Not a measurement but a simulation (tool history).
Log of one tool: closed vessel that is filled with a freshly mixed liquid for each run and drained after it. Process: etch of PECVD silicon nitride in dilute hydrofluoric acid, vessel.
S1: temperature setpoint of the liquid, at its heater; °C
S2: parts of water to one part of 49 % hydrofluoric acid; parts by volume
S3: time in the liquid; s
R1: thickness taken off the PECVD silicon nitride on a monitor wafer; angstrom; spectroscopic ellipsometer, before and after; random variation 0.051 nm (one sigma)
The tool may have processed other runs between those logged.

{"run": 1, "hour": 0.0, "S1": 20.0, "S2": 105, "S3": 245, "R1": 42.179}
{"run": 2, "hour": 4.7, "S1": 20.0, "S2": 135, "S3": 245, "R1": 32.891}
{"run": 3, "hour": 13.3, "S1": 20.0, "S2": 135, "S3": 245, "R1": 33.221}
{"run": 4, "hour": 18.6, "S1": 23.5, "S2": 135, "S3": 245, "R1": 41.689}
{"run": 5, "hour": 25.4, "S1": 26.0, "S2": 135, "S3": 245, "R1": 49.523}
{"run": 6, "hour": 28.9, "S1": 26.5, "S2": 130, "S3": 245, "R1": 51.778}
{"run": 7, "hour": 31.2, "S1": 27.0, "S2": 125, "S3": 245, "R1": 56.925}
{"run": 8, "hour": 33.6, "S1": 27.5, "S2": 125, "S3": 245, "R1": 58.15}

What will run 9 give?
{"run": 9, "hour": 35.7, "S1": 27.5, "S2": 120, "S3": 245, "R1": "?"}

R1: 61.333 angstrom
